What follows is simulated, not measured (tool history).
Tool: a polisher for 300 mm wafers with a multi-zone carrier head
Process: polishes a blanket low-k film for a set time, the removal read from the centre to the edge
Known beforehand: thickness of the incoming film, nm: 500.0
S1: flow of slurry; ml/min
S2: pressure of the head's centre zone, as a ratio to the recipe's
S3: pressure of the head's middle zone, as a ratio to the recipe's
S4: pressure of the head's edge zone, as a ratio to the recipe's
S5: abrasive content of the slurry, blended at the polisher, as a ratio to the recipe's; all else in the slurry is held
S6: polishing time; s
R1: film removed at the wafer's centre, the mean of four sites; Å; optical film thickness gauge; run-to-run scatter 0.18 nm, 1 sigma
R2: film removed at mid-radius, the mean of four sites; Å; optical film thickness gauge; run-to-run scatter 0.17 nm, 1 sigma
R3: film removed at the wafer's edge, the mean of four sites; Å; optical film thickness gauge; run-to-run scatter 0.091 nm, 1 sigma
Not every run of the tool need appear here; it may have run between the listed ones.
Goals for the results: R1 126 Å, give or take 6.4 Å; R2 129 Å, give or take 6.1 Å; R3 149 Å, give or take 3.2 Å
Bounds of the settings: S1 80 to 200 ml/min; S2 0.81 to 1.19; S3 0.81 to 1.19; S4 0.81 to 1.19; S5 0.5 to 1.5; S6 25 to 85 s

run 1 hour=0 | S1=130 S2=1 S3=1 S4=1 S5=1 S6=55 | R1=275.33 R2=282.13 R3=273.45
run 2 hour=1.5 | S1=130 S2=1 S3=1 S4=1 S5=1 S6=61 | R1=308.48 R2=306.5 R3=300.93
run 3 hour=8.7 | S1=130 S2=1 S3=0.93 S4=1 S5=1 S6=61 | R1=307.6 R2=298.59 R3=301.86
run 4 hour=10.5 | S1=130 S2=1 S3=1 S4=1 S5=1 S6=61 | R1=300.54 R2=310.17 R3=298.86
run 5 hour=16.3 | S1=130 S2=1 S3=1.07 S4=1 S5=1 S6=61 | R1=298.33 R2=330.32 R3=302.58
run 6 hour=18.1 | S1=120 S2=0.97 S3=1.02 S4=1.01 S5=0.9 S6=55 | R1=248.32 R2=266.69 R3=250.27
run 7 hour=19.7 | S1=110 S2=0.93 S3=0.97 S4=1.05 S5=0.85 S6=51 | R1=204.45 R2=222.76 R3=224.5
run 8 hour=28.1 | S1=105 S2=0.92 S3=0.94 S4=1.06 S5=0.75 S6=49 | R1=179.27 R2=190.34 R3=201.68
run 9 hour=36.5 | S1=100 S2=0.91 S3=0.92 S4=1.05 S5=0.7 S6=48 | R1=163.28 R2=174.1 R3=182.06
run 10 hour=44 | S1=95 S2=0.9 S3=0.9 S4=1.06 S5=0.65 S6=48 | R1=151.89 R2=163 R3=173.46
-- hour=49.1 edge zone pressure recalibrated
run 11 hour=49.1 | S1=90 S2=0.9 S3=0.88 S4=1.07 S5=0.6 S6=48 | R1=133.29 R2=141.78 R3=165.78
run 12 hour=56.8 | S1=90 S2=0.9 S3=0.87 S4=1.05 S5=0.6 S6=48 | R1=133.07 R2=137.2 R3=166.28
run 13 hour=62.8 | S1=95 S2=0.9 S3=0.88 S4=1.02 S5=0.6 S6=48 | R1=137.56 R2=150.38 R3=165.76
run 14 hour=66.4 | S1=95 S2=0.92 S3=0.87 S4=1 S5=0.6 S6=48 | R1=138.47 R2=143.49 R3=164.5
run 15 hour=75.1 | S1=85 S2=0.89 S3=0.85 S4=0.9 S5=0.5 S6=48 | R1=109.95 R2=116.05 R3=129.01
run 16 hour=82.7 | S1=95 S2=0.89 S3=0.84 S4=0.91 S5=0.5 S6=48 | R1=116.55 R2=118.75 R3=133.2
run 17 hour=91.1 | S1=100 S2=0.89 S3=0.84 S4=0.93 S5=0.5 S6=48 | R1=117.88 R2=124.75 R3=135.78
run 18 hour=97.7 | S1=100 S2=0.9 S3=0.84 S4=0.95 S5=0.5 S6=48 | R1=119.52 R2=122.19 R3=139.15

5 candidate next runs follow, results not yet known. Just one meets every target within its allowed miss. Identify it.
run A hour=104.3 | S1=90 S2=0.84 S3=0.87 S4=1.01 S5=0.6 S6=44 | R1=? R2=? R3=?
run B hour=104.3 | S1=85 S2=0.81 S3=0.94 S4=0.81 S5=0.55 S6=50 | R1=? R2=? R3=?
run C hour=104.3 | S1=100 S2=0.95 S3=0.81 S4=1.05 S5=0.7 S6=39 | R1=? R2=? R3=?
run D hour=104.3 | S1=95 S2=0.89 S3=0.82 S4=0.94 S5=0.5 S6=53 | R1=? R2=? R3=?
run E hour=104.3 | S1=95 S2=0.81 S3=0.89 S4=0.96 S5=0.5 S6=50 | R1=? R2=? R3=?

move=A R1=114.15 R2=130.91 R3=151.24
move=B R1=112.99 R2=142.25 R3=141.73
move=C R1=134.89 R2=129.46 R3=158.14
move=D R1=126.1 R2=130.72 R3=150.94
move=E R1=108.22 R2=130.34 R3=143.71
A: brings the last run's worst result on target, with another outside its allowed miss
B: closes in on the targets versus the last run, not all within tolerance yet
C: carries the result that was furthest off beyond its target, to the other side
D: meets every target
E: closes in on the targets versus the last run, not all within tolerance yet
D meets every target.
